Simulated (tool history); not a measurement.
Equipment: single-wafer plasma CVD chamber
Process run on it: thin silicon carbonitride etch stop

run  hour  RF power (kW)  deposition time (s)  mean film thickness on the monitor wafer (Å)
  1     0          0.165                 14.9                                        81.594
  2   1.1          0.165                 16.4                                        90.491
  3   3.6           0.16                 15.4                                        83.152
  4  10.7           0.15                 14.7                                        76.769
  5    16          0.165                 14.7                                        80.543
  6  18.1          0.155                 14.2                                         75.14
  7  20.3           0.15                 13.9                                        73.133
  8  26.7           0.15                 13.9                                        73.217

Run 9 has not been measured yet. What should we expect?
  9  28.3          0.145                 13.5                                             ?

Run 9 came out at mean film thickness on the monitor wafer (Å) 70.303.
